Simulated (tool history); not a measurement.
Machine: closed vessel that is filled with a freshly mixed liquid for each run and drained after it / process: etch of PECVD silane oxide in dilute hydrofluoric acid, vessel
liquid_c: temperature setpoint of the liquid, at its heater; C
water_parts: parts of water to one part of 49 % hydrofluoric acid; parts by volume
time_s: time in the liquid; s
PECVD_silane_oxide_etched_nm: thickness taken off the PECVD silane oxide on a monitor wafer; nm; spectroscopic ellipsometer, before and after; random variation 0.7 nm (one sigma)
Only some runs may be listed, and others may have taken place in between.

run  hour  liquid_c  water_parts  time_s  PECVD_silane_oxide_etched_nm
  1   0.0      25.0           75     210                        97.228
  2   3.6      22.5           75     210                        88.613
  3   8.7      22.0           75     210                        86.424
  4  13.8      24.0           75     210                        93.048
  5  14.7      24.0           75     225                        99.986
  6  21.3      23.0           75     225                        96.919
  7  27.8      22.5           75     225                        94.265
  8  32.2      22.5           75     225                        94.345

Predict the results of run 9:
  9  33.7      22.0           75     225                             ?

Run 9 gave PECVD_silane_oxide_etched_nm 92.264 nm.
